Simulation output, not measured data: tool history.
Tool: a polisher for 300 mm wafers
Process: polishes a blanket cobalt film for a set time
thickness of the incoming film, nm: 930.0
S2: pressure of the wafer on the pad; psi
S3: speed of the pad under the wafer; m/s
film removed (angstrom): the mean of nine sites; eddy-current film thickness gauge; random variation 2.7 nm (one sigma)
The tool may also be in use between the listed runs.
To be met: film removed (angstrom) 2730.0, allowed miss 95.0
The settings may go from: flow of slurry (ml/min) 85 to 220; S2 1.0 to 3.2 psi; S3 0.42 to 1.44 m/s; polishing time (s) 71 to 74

Run 1, hour 0.0: flow of slurry (ml/min) 140, S2 2.1 psi, S3 0.92 m/s, polishing time (s) 71. Result: film removed (angstrom) 3060.1.
Run 2, hour 0.8: flow of slurry (ml/min) 140, S2 2.4 psi, S3 0.92 m/s, polishing time (s) 71. Result: film removed (angstrom) 3557.6.
Run 3, hour 8.8: flow of slurry (ml/min) 140, S2 2.7 psi, S3 0.92 m/s, polishing time (s) 71. Result: film removed (angstrom) 4011.2.
Run 4, hour 16.4: flow of slurry (ml/min) 120, S2 2.7 psi, S3 0.92 m/s, polishing time (s) 71. Result: film removed (angstrom) 3758.2.
Run 5, hour 24.6: flow of slurry (ml/min) 115, S2 2.6 psi, S3 0.92 m/s, polishing time (s) 71. Result: film removed (angstrom) 3588.8.
Run 6, hour 29.2: flow of slurry (ml/min) 115, S2 2.4 psi, S3 0.92 m/s, polishing time (s) 71. Result: film removed (angstrom) 3379.1.
Run 7, hour 36.0: flow of slurry (ml/min) 115, S2 2.3 psi, S3 0.92 m/s, polishing time (s) 71. Result: film removed (angstrom) 3197.1.
Run 8, hour 39.5: flow of slurry (ml/min) 105, S2 2.1 psi, S3 0.92 m/s, polishing time (s) 71. Result: film removed (angstrom) 2869.2.

Which of these 4 next moves meets every target?
Run A, hour 43.0: flow of slurry (ml/min) 110, S2 2.4 psi, S3 0.84 m/s, polishing time (s) 71. Result: film removed (angstrom) ?.
Run B, hour 43.0: flow of slurry (ml/min) 130, S2 2.2 psi, S3 0.90 m/s, polishing time (s) 72. Result: film removed (angstrom) ?.
Run C, hour 43.0: flow of slurry (ml/min) 90, S2 2.6 psi, S3 0.76 m/s, polishing time (s) 74. Result: film removed (angstrom) ?.
Run D, hour 43.0: flow of slurry (ml/min) 130, S2 1.8 psi, S3 0.96 m/s, polishing time (s) 71. Result: film removed (angstrom) ?.

move  film removed (angstrom)
   A                   3062.1
   B                   3200.1
   C                   2919.6
   D                   2762.4
A: further off than the last run
B: further off than the last run
C: further off than the last run
D: meets every target
Answer: D

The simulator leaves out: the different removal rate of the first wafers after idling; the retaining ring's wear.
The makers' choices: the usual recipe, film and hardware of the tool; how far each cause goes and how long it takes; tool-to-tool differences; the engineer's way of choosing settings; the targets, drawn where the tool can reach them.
